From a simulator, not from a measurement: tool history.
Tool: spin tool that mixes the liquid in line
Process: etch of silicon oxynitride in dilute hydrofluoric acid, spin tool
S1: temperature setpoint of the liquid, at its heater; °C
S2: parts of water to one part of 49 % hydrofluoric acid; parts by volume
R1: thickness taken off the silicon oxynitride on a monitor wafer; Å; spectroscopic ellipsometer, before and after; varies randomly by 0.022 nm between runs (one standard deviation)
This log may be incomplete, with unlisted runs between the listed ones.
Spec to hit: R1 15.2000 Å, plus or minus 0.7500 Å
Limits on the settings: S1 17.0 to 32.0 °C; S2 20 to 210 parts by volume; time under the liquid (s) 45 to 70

Run 1, hour 0.0: S1 24.0 °C, S2 115 parts by volume, time under the liquid (s) 70. Result: R1 8.6246 Å.
Run 2, hour 6.3: S1 27.5 °C, S2 115 parts by volume, time under the liquid (s) 70. Result: R1 10.3590 Å.
Run 3, hour 11.4: S1 27.5 °C, S2 135 parts by volume, time under the liquid (s) 70. Result: R1 8.6361 Å.
Run 4, hour 16.1: S1 29.0 °C, S2 120 parts by volume, time under the liquid (s) 70. Result: R1 10.4530 Å.
Run 5, hour 17.3: S1 30.0 °C, S2 110 parts by volume, time under the liquid (s) 70. Result: R1 11.8510 Å.
Run 6, hour 24.8: S1 30.0 °C, S2 125 parts by volume, time under the liquid (s) 70. Result: R1 10.6920 Å.
Run 7, hour 29.4: S1 30.5 °C, S2 115 parts by volume, time under the liquid (s) 70. Result: R1 11.7840 Å.
Run 8, hour 31.3: S1 31.0 °C, S2 110 parts by volume, time under the liquid (s) 70. Result: R1 12.8920 Å.
Run 9, hour 35.0: S1 31.5 °C, S2 105 parts by volume, time under the liquid (s) 70. Result: R1 13.1970 Å.
Run 10, hour 40.7: S1 31.5 °C, S2 100 parts by volume, time under the liquid (s) 70. Result: R1 14.3220 Å.

Which one of the following 5 next-run settings gets every result inside its allowed miss? There is exactly one.
Run A, hour 46.4: S1 28.0 °C, S2 95 parts by volume, time under the liquid (s) 70. Result: R1 ?.
Run B, hour 46.4: S1 32.0 °C, S2 110 parts by volume, time under the liquid (s) 70. Result: R1 ?.
Run C, hour 46.4: S1 32.0 °C, S2 105 parts by volume, time under the liquid (s) 70. Result: R1 ?.
Run D, hour 46.4: S1 32.0 °C, S2 85 parts by volume, time under the liquid (s) 70. Result: R1 ?.
Run E, hour 46.4: S1 30.5 °C, S2 90 parts by volume, time under the liquid (s) 70. Result: R1 ?.

move       R1
   A  12.9650
   B  13.1890
   C  13.8920
   D  17.5400
   E  15.4060
A: lands further from the targets than the last run did
B: lands further from the targets than the last run did
C: lands further from the targets than the last run did
D: takes the biggest miss from the last run beyond its target
E: all results land within tolerance of their targets
The right move is E.

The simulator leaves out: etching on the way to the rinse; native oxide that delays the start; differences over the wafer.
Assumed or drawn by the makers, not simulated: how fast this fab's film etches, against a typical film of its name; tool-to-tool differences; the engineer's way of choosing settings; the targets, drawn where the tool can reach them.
